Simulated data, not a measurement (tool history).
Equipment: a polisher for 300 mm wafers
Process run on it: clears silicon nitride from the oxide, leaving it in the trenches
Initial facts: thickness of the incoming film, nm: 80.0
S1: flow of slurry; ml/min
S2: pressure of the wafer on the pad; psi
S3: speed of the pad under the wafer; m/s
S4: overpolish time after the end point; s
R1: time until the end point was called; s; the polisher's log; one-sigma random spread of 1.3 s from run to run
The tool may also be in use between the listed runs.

{"run": 1, "hour": 0.0, "S1": 265, "S2": 2.7, "S3": 1.24, "S4": 37, "R1": 86.264}
{"run": 2, "hour": 4.2, "S1": 265, "S2": 3.2, "S3": 1.24, "S4": 37, "R1": 74.953}
{"run": 3, "hour": 11.0, "S1": 265, "S2": 2.7, "S3": 1.22, "S4": 37, "R1": 88.584}
{"run": 4, "hour": 18.2, "S1": 265, "S2": 2.4, "S3": 1.2, "S4": 37, "R1": 99.049}
{"run": 5, "hour": 26.6, "S1": 265, "S2": 2.1, "S3": 1.2, "S4": 37, "R1": 112.34}
{"run": 6, "hour": 34.9, "S1": 265, "S2": 2.1, "S3": 1.2, "S4": 37, "R1": 114.36}
{"run": 7, "hour": 43.8, "S1": 265, "S2": 2, "S3": 1.2, "S4": 37, "R1": 119.72}
{"run": 8, "hour": 48.1, "S1": 265, "S2": 1.9, "S3": 1.2, "S4": 37, "R1": 122.14}
{"run": 9, "hour": 56.0, "S1": 265, "S2": 1.8, "S3": 1.2, "S4": 37, "R1": 127.73}
{"hour": 61.9, "done": "slurry nozzle cleaned"}
{"run": 10, "hour": 61.9, "S1": 265, "S2": 1.7, "S3": 1.2, "S4": 37, "R1": 129.81}

Run 11 is up next; what results do you expect?
{"run": 11, "hour": 69.1, "S1": 265, "S2": 1.6, "S3": 1.2, "S4": 37, "R1": "?"}

{"run 11": {"R1": 134.53}}

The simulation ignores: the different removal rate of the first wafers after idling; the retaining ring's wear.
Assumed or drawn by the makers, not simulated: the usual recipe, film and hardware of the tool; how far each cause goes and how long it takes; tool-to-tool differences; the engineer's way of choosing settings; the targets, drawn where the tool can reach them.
